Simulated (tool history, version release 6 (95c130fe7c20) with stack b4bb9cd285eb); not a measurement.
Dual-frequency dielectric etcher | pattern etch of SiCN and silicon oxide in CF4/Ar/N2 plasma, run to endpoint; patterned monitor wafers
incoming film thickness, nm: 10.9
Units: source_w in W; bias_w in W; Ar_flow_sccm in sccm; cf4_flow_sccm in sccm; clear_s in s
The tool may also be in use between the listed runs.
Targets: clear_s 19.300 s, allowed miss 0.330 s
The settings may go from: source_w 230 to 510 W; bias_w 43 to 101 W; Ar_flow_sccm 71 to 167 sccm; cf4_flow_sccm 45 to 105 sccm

run  hour  source_w  bias_w  Ar_flow_sccm  cf4_flow_sccm  clear_s
  1   0.0       370      72           119             75   15.747
  2   4.2       370      72           134             75   16.155
  3   5.6       370      81           134             75   15.431
  4   7.3       340      81           134             75   17.252
  5  12.4       330      81           134             75   17.510
  6  15.9       360      81           134             75   16.020
  7  18.7       340      81           134             75   16.925
  8  21.1       280      80           134             75   21.493
  9  24.9       290      80           134             75   20.685
 10  27.9       300      80           134             75   19.802

Which of these 4 next moves meets every target?
  A  30.9       300      90           129             80        ?
  B  30.9       300      92           127             74        ?
  C  30.9       320      69           143             86        ?
  D  30.9       280      90           122             72        ?

move  clear_s
   A   18.725
   B   18.681
   C   19.374
   D   20.375
A: takes the result that was furthest off past its target
B: takes the result that was furthest off past its target
C: meets every target
D: further off than the last run
Answer: C
